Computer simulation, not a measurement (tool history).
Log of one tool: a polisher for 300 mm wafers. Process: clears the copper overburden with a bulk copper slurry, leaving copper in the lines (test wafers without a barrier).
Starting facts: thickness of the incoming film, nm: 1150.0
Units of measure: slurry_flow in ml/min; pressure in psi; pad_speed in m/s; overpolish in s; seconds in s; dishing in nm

run  hour  slurry_flow  pressure  pad_speed  slurry_solids  overpolish  seconds  dishing
  1     0          265       2.2       1.32              1           9   122.29   57.792
  2     7          265       1.9       1.32              1           8   136.41   46.405
  3  13.4          265       2.5       1.32              1           8    107.6   56.057
  4  16.1          265       2.1       1.32              1           8   126.09   49.134
  5  19.8          265       2.1       1.32           0.85           8      131   47.462
  6  20.4          265       1.9        1.3           0.85           7   142.35   39.625
  7  27.8          265       1.7        1.3           0.85           7    170.2    37.42

Predict the results of run 8:
  8  36.7          265       1.7       1.26           0.85           4        ?        ?

Run 8 produced seconds 169.97 s, dishing 21.874 nm.
